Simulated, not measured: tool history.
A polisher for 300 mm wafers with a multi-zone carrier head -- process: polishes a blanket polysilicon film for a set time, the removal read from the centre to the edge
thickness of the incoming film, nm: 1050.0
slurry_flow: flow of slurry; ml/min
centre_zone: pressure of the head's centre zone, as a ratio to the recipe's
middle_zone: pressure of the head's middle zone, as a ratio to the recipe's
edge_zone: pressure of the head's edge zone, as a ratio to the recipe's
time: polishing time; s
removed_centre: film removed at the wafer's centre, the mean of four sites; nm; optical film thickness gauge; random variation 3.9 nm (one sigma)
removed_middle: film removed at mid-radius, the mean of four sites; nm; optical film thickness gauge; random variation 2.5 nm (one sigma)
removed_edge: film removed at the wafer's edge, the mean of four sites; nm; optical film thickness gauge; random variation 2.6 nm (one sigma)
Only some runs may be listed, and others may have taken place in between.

Run 1, hour 0: slurry_flow 310 ml/min, centre_zone 1, middle_zone 1, edge_zone 1, time 35 s. Result: removed_centre 364.2 nm, removed_middle 360.73 nm, removed_edge 367.71 nm.
Run 2, hour 8.1: slurry_flow 370 ml/min, centre_zone 1, middle_zone 1, edge_zone 1, time 35 s. Result: removed_centre 371.68 nm, removed_middle 369.74 nm, removed_edge 374.14 nm.
Run 3, hour 12.7: slurry_flow 370 ml/min, centre_zone 0.92, middle_zone 1, edge_zone 1, time 35 s. Result: removed_centre 344.43 nm, removed_middle 374.05 nm, removed_edge 370.71 nm.
Run 4, hour 16.1: slurry_flow 370 ml/min, centre_zone 1, middle_zone 1, edge_zone 1, time 35 s. Result: removed_centre 369.55 nm, removed_middle 371.25 nm, removed_edge 376.83 nm.
Run 5, hour 17: slurry_flow 370 ml/min, centre_zone 1, middle_zone 1, edge_zone 1, time 41 s. Result: removed_centre 434.95 nm, removed_middle 438.33 nm, removed_edge 436.85 nm.
Run 6, hour 20.7: slurry_flow 370 ml/min, centre_zone 1, middle_zone 1, edge_zone 1.03, time 41 s. Result: removed_centre 424.24 nm, removed_middle 430.04 nm, removed_edge 446.45 nm.
Run 7, hour 23.5: slurry_flow 355 ml/min, centre_zone 0.98, middle_zone 0.97, edge_zone 0.97, time 38 s. Result: removed_centre 390.44 nm, removed_middle 382.84 nm, removed_edge 399.73 nm.
Run 8, hour 32: slurry_flow 345 ml/min, centre_zone 0.99, middle_zone 0.99, edge_zone 0.92, time 35 s. Result: removed_centre 353.38 nm, removed_middle 363.26 nm, removed_edge 359.72 nm.
Run 9, hour 36: slurry_flow 340 ml/min, centre_zone 1.04, middle_zone 1, edge_zone 0.89, time 33 s. Result: removed_centre 355.73 nm, removed_middle 346.51 nm, removed_edge 326.62 nm.

What will run 10 give?
Run 10, hour 41.6: slurry_flow 325 ml/min, centre_zone 1.04, middle_zone 0.99, edge_zone 0.87, time 33 s. Result: removed_centre ?, removed_middle ?, removed_edge ?.

Run 10 produced removed_centre 358.31 nm, removed_middle 343.78 nm, removed_edge 327.47 nm.
